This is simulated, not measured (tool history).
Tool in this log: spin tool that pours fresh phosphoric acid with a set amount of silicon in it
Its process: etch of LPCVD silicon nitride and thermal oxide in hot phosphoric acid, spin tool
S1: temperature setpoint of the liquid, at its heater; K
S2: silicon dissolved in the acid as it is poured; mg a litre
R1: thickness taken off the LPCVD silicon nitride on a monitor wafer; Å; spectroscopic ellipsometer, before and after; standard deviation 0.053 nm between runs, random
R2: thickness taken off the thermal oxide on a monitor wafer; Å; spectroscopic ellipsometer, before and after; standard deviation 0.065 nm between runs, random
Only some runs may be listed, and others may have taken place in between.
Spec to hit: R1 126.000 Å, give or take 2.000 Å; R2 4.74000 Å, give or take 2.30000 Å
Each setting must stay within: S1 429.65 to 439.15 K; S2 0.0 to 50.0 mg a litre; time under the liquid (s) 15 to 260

run 1 hour=0.0 | S1=434.15 S2=24.0 time_under_the_liquid_(s)=130 | R1=100.440 R2=1.53310
run 2 hour=6.3 | S1=434.15 S2=24.0 time_under_the_liquid_(s)=95 | R1=72.820 R2=1.69540
run 3 hour=9.3 | S1=434.65 S2=21.0 time_under_the_liquid_(s)=100 | R1=77.989 R2=2.59450
run 4 hour=10.7 | S1=435.15 S2=22.0 time_under_the_liquid_(s)=105 | R1=84.168 R2=1.54950
run 5 hour=12.6 | S1=435.15 S2=27.5 time_under_the_liquid_(s)=105 | R1=83.398 R2=1.77640
run 6 hour=20.5 | S1=435.15 S2=37.5 time_under_the_liquid_(s)=105 | R1=83.815 R2=0.75241
run 7 hour=25.2 | S1=435.65 S2=33.5 time_under_the_liquid_(s)=110 | R1=88.514 R2=1.68060
run 8 hour=27.1 | S1=438.15 S2=38.5 time_under_the_liquid_(s)=150 | R1=133.400 R2=2.04660
run 9 hour=29.9 | S1=438.15 S2=35.0 time_under_the_liquid_(s)=150 | R1=131.870 R2=2.35360
run 10 hour=32.0 | S1=438.15 S2=32.0 time_under_the_liquid_(s)=150 | R1=132.290 R2=2.65720
run 11 hour=34.7 | S1=438.15 S2=29.5 time_under_the_liquid_(s)=150 | R1=132.520 R2=3.04170
run 12 hour=42.1 | S1=438.15 S2=27.5 time_under_the_liquid_(s)=150 | R1=131.050 R2=3.44090
run 13 hour=49.1 | S1=438.15 S2=26.0 time_under_the_liquid_(s)=150 | R1=132.290 R2=3.86800
run 14 hour=52.5 | S1=438.15 S2=24.5 time_under_the_liquid_(s)=150 | R1=132.210 R2=3.38040
run 15 hour=58.2 | S1=438.15 S2=24.5 time_under_the_liquid_(s)=150 | R1=131.830 R2=3.45780
run 16 hour=61.2 | S1=438.15 S2=22.5 time_under_the_liquid_(s)=150 | R1=132.320 R2=3.89260
run 17 hour=68.8 | S1=438.15 S2=21.0 time_under_the_liquid_(s)=150 | R1=131.460 R2=4.66250
run 18 hour=69.9 | S1=438.15 S2=20.5 time_under_the_liquid_(s)=150 | R1=132.560 R2=4.37070
run 19 hour=74.9 | S1=438.15 S2=19.5 time_under_the_liquid_(s)=150 | R1=131.700 R2=3.12340
run 20 hour=83.1 | S1=438.15 S2=16.5 time_under_the_liquid_(s)=150 | R1=132.600 R2=4.76150
run 21 hour=87.7 | S1=438.15 S2=15.5 time_under_the_liquid_(s)=150 | R1=131.460 R2=4.32620

5 candidate next runs follow, results not yet known. Just one meets every target within its allowed miss. Identify it.
run A hour=92.3 | S1=437.65 S2=12.5 time_under_the_liquid_(s)=145 | R1=? R2=?
run B hour=92.3 | S1=439.15 S2=19.0 time_under_the_liquid_(s)=150 | R1=? R2=?
run C hour=92.3 | S1=439.15 S2=6.5 time_under_the_liquid_(s)=150 | R1=? R2=?
run D hour=92.3 | S1=434.15 S2=31.0 time_under_the_liquid_(s)=180 | R1=? R2=?
run E hour=92.3 | S1=438.65 S2=13.0 time_under_the_liquid_(s)=155 | R1=? R2=?

move=A R1=125.460 R2=3.77680
move=B R1=136.330 R2=3.68880
move=C R1=136.330 R2=4.96960
move=D R1=138.670 R2=2.04940
move=E R1=138.590 R2=4.28940
A: each result inside its tolerance
B: its largest miss is bigger than the last run's
C: its largest miss is bigger than the last run's
D: its largest miss is bigger than the last run's
E: its largest miss is bigger than the last run's
A is the move that brings every result within its allowed miss.
